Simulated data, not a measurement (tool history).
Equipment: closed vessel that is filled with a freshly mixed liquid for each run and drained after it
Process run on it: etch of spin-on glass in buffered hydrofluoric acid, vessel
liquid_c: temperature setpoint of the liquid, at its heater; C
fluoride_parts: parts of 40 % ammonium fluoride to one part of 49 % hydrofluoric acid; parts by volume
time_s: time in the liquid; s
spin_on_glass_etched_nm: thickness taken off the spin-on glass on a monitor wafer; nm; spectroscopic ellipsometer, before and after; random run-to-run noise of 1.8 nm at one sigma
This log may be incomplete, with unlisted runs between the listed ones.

Run 1, hour 0: liquid_c 21 C, fluoride_parts 12.5 parts by volume, time_s 105 s. Result: spin_on_glass_etched_nm 268.06 nm.
Run 2, hour 6.2: liquid_c 21 C, fluoride_parts 12.5 parts by volume, time_s 105 s. Result: spin_on_glass_etched_nm 264 nm.
Run 3, hour 15.3: liquid_c 21 C, fluoride_parts 12.5 parts by volume, time_s 105 s. Result: spin_on_glass_etched_nm 266.74 nm.
Run 4, hour 22.6: liquid_c 20 C, fluoride_parts 13 parts by volume, time_s 105 s. Result: spin_on_glass_etched_nm 242.17 nm.
Run 5, hour 24.2: liquid_c 20 C, fluoride_parts 10 parts by volume, time_s 105 s. Result: spin_on_glass_etched_nm 314.49 nm.
Run 6, hour 25.8: liquid_c 20 C, fluoride_parts 10 parts by volume, time_s 105 s. Result: spin_on_glass_etched_nm 307.38 nm.

Run 7 is up next; what results do you expect?
Run 7, hour 28.3: liquid_c 19 C, fluoride_parts 11 parts by volume, time_s 105 s. Result: spin_on_glass_etched_nm ?.

For run 7 the tool returned spin_on_glass_etched_nm 271.72 nm.
